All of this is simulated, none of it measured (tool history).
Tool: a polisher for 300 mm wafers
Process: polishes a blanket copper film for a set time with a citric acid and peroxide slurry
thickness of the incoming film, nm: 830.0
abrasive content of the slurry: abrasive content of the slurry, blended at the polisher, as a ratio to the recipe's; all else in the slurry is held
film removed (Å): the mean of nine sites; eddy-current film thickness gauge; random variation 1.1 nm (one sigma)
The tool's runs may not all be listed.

run,hour,flow of slurry (ml/min),pressure of the wafer on the pad (psi),speed of the pad under the wafer (cm/s),abrasive content of the slurry,polishing time (s),film removed (Å)
1,0,265,2,90,1,60,857.51
2,1,265,1.7,90,1,60,713.82
3,4.6,265,1.9,90,1,60,799.98
4,8.8,265,2.1,90,1,60,885.09
5,10.3,265,2.5,90,1,60,1045
6,19.3,265,2.5,90,0.9,60,1011.1
7,21.8,265,2.6,90,0.9,60,1065.8

Run 8 comes next. What will it give?
8,24.8,265,2.7,90,0.9,60,?

{"run 8": {"film removed (Å)": 1098.1}}
